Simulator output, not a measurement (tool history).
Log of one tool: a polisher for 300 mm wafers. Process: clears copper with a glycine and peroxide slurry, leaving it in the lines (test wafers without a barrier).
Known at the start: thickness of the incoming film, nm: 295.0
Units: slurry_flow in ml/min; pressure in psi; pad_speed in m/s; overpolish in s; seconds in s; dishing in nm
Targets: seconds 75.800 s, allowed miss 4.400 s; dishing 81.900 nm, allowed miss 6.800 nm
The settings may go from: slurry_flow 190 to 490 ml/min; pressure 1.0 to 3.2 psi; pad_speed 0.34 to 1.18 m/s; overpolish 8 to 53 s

Run 1, hour 0.0: slurry_flow 315 ml/min, pressure 2.1 psi, pad_speed 0.76 m/s, overpolish 27 s. Result: seconds 99.908 s, dishing 50.231 nm.
Run 2, hour 6.1: slurry_flow 315 ml/min, pressure 1.9 psi, pad_speed 0.76 m/s, overpolish 27 s. Result: seconds 101.070 s, dishing 46.783 nm.
Run 3, hour 7.5: slurry_flow 315 ml/min, pressure 1.9 psi, pad_speed 0.76 m/s, overpolish 19 s. Result: seconds 104.580 s, dishing 36.086 nm.
Run 4, hour 10.1: slurry_flow 315 ml/min, pressure 1.9 psi, pad_speed 0.66 m/s, overpolish 19 s. Result: seconds 114.980 s, dishing 31.487 nm.
Run 5, hour 14.8: slurry_flow 315 ml/min, pressure 2.0 psi, pad_speed 0.70 m/s, overpolish 21 s. Result: seconds 108.750 s, dishing 39.115 nm.
Run 6, hour 18.1: slurry_flow 315 ml/min, pressure 2.0 psi, pad_speed 0.52 m/s, overpolish 21 s. Result: seconds 130.530 s, dishing 32.236 nm.
Run 7, hour 25.5: slurry_flow 330 ml/min, pressure 2.6 psi, pad_speed 0.72 m/s, overpolish 34 s. Result: seconds 90.086 s, dishing 62.585 nm.
Run 8, hour 33.9: slurry_flow 330 ml/min, pressure 2.7 psi, pad_speed 0.74 m/s, overpolish 35 s. Result: seconds 88.333 s, dishing 67.248 nm.
Run 9, hour 40.3: slurry_flow 330 ml/min, pressure 2.8 psi, pad_speed 0.76 m/s, overpolish 35 s. Result: seconds 83.452 s, dishing 67.154 nm.
Run 10, hour 45.2: slurry_flow 330 ml/min, pressure 2.8 psi, pad_speed 0.76 m/s, overpolish 36 s. Result: seconds 86.954 s, dishing 73.523 nm.
Run 11, hour 49.0: slurry_flow 330 ml/min, pressure 2.9 psi, pad_speed 0.78 m/s, overpolish 36 s. Result: seconds 81.305 s, dishing 70.067 nm.
Run 12, hour 54.9: slurry_flow 330 ml/min, pressure 2.9 psi, pad_speed 0.78 m/s, overpolish 37 s. Result: seconds 81.642 s, dishing 70.348 nm.
Run 13, hour 57.9: slurry_flow 330 ml/min, pressure 2.9 psi, pad_speed 0.78 m/s, overpolish 38 s. Result: seconds 80.880 s, dishing 74.055 nm.

Which of these 4 next moves meets every target?
Run A, hour 60.9: slurry_flow 295 ml/min, pressure 2.8 psi, pad_speed 0.70 m/s, overpolish 44 s. Result: seconds ?, dishing ?.
Run B, hour 60.9: slurry_flow 330 ml/min, pressure 3.0 psi, pad_speed 0.70 m/s, overpolish 47 s. Result: seconds ?, dishing ?.
Run C, hour 60.9: slurry_flow 355 ml/min, pressure 3.1 psi, pad_speed 0.80 m/s, overpolish 39 s. Result: seconds ?, dishing ?.
Run D, hour 60.9: slurry_flow 380 ml/min, pressure 3.1 psi, pad_speed 0.80 m/s, overpolish 28 s. Result: seconds ?, dishing ?.

move  seconds  dishing
   A   90.552   74.392
   B   86.077   80.459
   C   75.602   77.204
   D   75.197   61.923
A: further off than the last run
B: further off than the last run
C: meets every target
D: brings the result that was furthest off to its target, and leaves another outside
The right move is C.
